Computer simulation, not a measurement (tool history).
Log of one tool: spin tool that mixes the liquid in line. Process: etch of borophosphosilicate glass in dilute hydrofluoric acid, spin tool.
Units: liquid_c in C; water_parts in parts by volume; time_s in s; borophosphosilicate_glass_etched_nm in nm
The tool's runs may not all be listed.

run,hour,liquid_c,water_parts,time_s,borophosphosilicate_glass_etched_nm
1,0.0,24.0,150,100,31.441
2,2.2,24.0,150,105,32.745
3,6.6,22.0,165,105,27.350
4,11.3,20.5,175,105,24.040
5,18.7,19.5,185,105,21.537
6,19.9,19.0,190,105,20.499
7,28.0,18.5,195,105,19.523
8,35.6,18.0,200,105,18.517

Forecast run 9:
9,36.9,17.5,205,105,?

Run 9 gave borophosphosilicate_glass_etched_nm 17.703 nm.
